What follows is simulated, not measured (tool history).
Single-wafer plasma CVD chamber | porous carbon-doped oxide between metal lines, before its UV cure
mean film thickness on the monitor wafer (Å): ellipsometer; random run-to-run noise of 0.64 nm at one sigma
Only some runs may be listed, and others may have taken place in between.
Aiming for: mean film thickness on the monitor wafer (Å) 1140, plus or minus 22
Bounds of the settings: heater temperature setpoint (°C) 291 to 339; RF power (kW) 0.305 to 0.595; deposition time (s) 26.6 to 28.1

run,day,heater temperature setpoint (°C),RF power (kW),deposition time (s),mean film thickness on the monitor wafer (Å)
1,0,315,0.45,28.1,1397.3
2,0.142,318,0.44,28.1,1371.7
3,0.321,318,0.475,28.1,1447
4,0.358,324,0.475,28.1,1406.1
5,0.488,316,0.475,28.1,1460.6
6,0.7,316,0.535,28.1,1593.8
7,0.858,319,0.505,27.9,1484.5
8,1.104,322,0.485,27.8,1420.5
9,1.358,324,0.47,27.7,1372.6
10,1.412,326,0.455,27.6,1329.6
11,1.758,337,0.385,27.2,1094.2
12,2.117,336,0.385,27.2,1113.3

5 candidate next runs follow, results not yet known. Just one meets every target within its allowed miss. Identify it.
A,2.475,335,0.365,28.1,?
B,2.475,337,0.38,27.1,?
C,2.475,338,0.38,27.3,?
D,2.475,338,0.375,27.3,?
E,2.475,332,0.375,28.1,?

move,mean film thickness on the monitor wafer (Å)
A,1083.1
B,1071.1
C,1074.3
D,1062.9
E,1120.9
A: lands further from the targets than the last run did
B: lands further from the targets than the last run did
C: lands further from the targets than the last run did
D: lands further from the targets than the last run did
E: all results land within tolerance of their targets
E meets every target.

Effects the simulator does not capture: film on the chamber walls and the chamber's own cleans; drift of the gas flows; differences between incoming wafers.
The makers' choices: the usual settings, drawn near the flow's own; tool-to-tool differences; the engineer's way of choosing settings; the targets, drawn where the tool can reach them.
